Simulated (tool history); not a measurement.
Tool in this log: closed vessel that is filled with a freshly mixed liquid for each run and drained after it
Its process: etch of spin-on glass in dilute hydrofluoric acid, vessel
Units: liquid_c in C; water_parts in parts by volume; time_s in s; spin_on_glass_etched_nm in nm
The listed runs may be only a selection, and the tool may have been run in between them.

Run 1, day 0: liquid_c 26 C, water_parts 155 parts by volume, time_s 90 s. Result: spin_on_glass_etched_nm 23.249 nm.
Run 2, day 0.371: liquid_c 26.5 C, water_parts 155 parts by volume, time_s 90 s. Result: spin_on_glass_etched_nm 23.742 nm.
Run 3, day 0.679: liquid_c 26.5 C, water_parts 155 parts by volume, time_s 95 s. Result: spin_on_glass_etched_nm 25.206 nm.
Run 4, day 0.767: liquid_c 26 C, water_parts 155 parts by volume, time_s 95 s. Result: spin_on_glass_etched_nm 24.653 nm.
Run 5, day 0.788: liquid_c 26 C, water_parts 155 parts by volume, time_s 90 s. Result: spin_on_glass_etched_nm 23.062 nm.
Run 6, day 1.075: liquid_c 26.5 C, water_parts 155 parts by volume, time_s 90 s. Result: spin_on_glass_etched_nm 23.654 nm.
At day 1.229: thermometer replaced.
Run 7, day 1.229: liquid_c 27 C, water_parts 155 parts by volume, time_s 90 s. Result: spin_on_glass_etched_nm 22.795 nm.

For run 8, what comes out?
Run 8, day 1.512: liquid_c 26.5 C, water_parts 150 parts by volume, time_s 90 s. Result: spin_on_glass_etched_nm ?.

spin_on_glass_etched_nm: 23.305 nm

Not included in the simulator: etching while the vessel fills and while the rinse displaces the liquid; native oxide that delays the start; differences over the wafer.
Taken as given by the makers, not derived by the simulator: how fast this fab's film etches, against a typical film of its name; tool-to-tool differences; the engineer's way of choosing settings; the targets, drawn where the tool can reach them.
